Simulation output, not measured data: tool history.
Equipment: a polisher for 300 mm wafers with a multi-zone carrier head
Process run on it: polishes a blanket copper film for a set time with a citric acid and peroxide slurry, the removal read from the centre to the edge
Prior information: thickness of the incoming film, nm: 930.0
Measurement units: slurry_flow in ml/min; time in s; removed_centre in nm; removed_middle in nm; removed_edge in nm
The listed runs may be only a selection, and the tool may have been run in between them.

{"run": 1, "day": 0.0, "slurry_flow": 275, "centre_zone": 1, "middle_zone": 1, "edge_zone": 1, "slurry_solids": 1, "time": 30, "removed_centre": 90.204, "removed_middle": 90.423, "removed_edge": 88.749}
{"run": 2, "day": 0.021, "slurry_flow": 300, "centre_zone": 1, "middle_zone": 1, "edge_zone": 1, "slurry_solids": 1, "time": 30, "removed_centre": 90.837, "removed_middle": 92.457, "removed_edge": 88.596}
{"run": 3, "day": 0.188, "slurry_flow": 245, "centre_zone": 1, "middle_zone": 1, "edge_zone": 1, "slurry_solids": 1, "time": 30, "removed_centre": 88.374, "removed_middle": 89.11, "removed_edge": 85.66}
{"run": 4, "day": 0.317, "slurry_flow": 245, "centre_zone": 1, "middle_zone": 1, "edge_zone": 0.96, "slurry_solids": 1, "time": 30, "removed_centre": 89.273, "removed_middle": 88.42, "removed_edge": 84.961}
{"run": 5, "day": 0.629, "slurry_flow": 230, "centre_zone": 0.97, "middle_zone": 0.99, "edge_zone": 0.92, "slurry_solids": 0.85, "time": 28, "removed_centre": 77.017, "removed_middle": 79.986, "removed_edge": 75.422}
{"run": 6, "day": 0.871, "slurry_flow": 230, "centre_zone": 0.97, "middle_zone": 1.06, "edge_zone": 0.92, "slurry_solids": 0.85, "time": 28, "removed_centre": 76.473, "removed_middle": 85.099, "removed_edge": 75.6}
{"run": 7, "day": 1.025, "slurry_flow": 220, "centre_zone": 0.96, "middle_zone": 1.02, "edge_zone": 0.89, "slurry_solids": 0.75, "time": 27, "removed_centre": 70.582, "removed_middle": 76.513, "removed_edge": 69.504}
{"run": 8, "day": 1.229, "slurry_flow": 215, "centre_zone": 0.96, "middle_zone": 0.99, "edge_zone": 0.87, "slurry_solids": 0.65, "time": 27, "removed_centre": 68.802, "removed_middle": 71.388, "removed_edge": 66.133}
{"run": 9, "day": 1.304, "slurry_flow": 210, "centre_zone": 0.95, "middle_zone": 0.97, "edge_zone": 0.85, "slurry_solids": 0.6, "time": 27, "removed_centre": 67.302, "removed_middle": 69.153, "removed_edge": 64.346}
{"run": 10, "day": 1.583, "slurry_flow": 205, "centre_zone": 0.94, "middle_zone": 0.96, "edge_zone": 0.84, "slurry_solids": 0.55, "time": 27, "removed_centre": 64.111, "removed_middle": 67.081, "removed_edge": 62.66}
{"run": 11, "day": 1.775, "slurry_flow": 200, "centre_zone": 0.94, "middle_zone": 0.95, "edge_zone": 0.83, "slurry_solids": 0.55, "time": 27, "removed_centre": 63.856, "removed_middle": 66.987, "removed_edge": 63.102}
{"run": 12, "day": 1.917, "slurry_flow": 200, "centre_zone": 0.94, "middle_zone": 0.94, "edge_zone": 0.83, "slurry_solids": 0.55, "time": 27, "removed_centre": 63.916, "removed_middle": 65.838, "removed_edge": 61.932}
{"run": 13, "day": 2.042, "slurry_flow": 195, "centre_zone": 0.94, "middle_zone": 0.93, "edge_zone": 0.82, "slurry_solids": 0.55, "time": 27, "removed_centre": 63.231, "removed_middle": 64.422, "removed_edge": 62.306}
{"run": 14, "day": 2.112, "slurry_flow": 195, "centre_zone": 0.95, "middle_zone": 0.94, "edge_zone": 0.81, "slurry_solids": 0.5, "time": 26, "removed_centre": 60.427, "removed_middle": 60.935, "removed_edge": 58.356}
{"run": 15, "day": 2.358, "slurry_flow": 205, "centre_zone": 0.95, "middle_zone": 0.94, "edge_zone": 0.82, "slurry_solids": 0.5, "time": 26, "removed_centre": 61.272, "removed_middle": 62.378, "removed_edge": 58.285}

Run 16 is up next; what results do you expect?
{"run": 16, "day": 2.712, "slurry_flow": 205, "centre_zone": 0.95, "middle_zone": 0.94, "edge_zone": 0.83, "slurry_solids": 0.5, "time": 26, "removed_centre": "?", "removed_middle": "?", "removed_edge": "?"}

{"run 16": {"removed_centre": 61.415, "removed_middle": 62.057, "removed_edge": 59.371}}
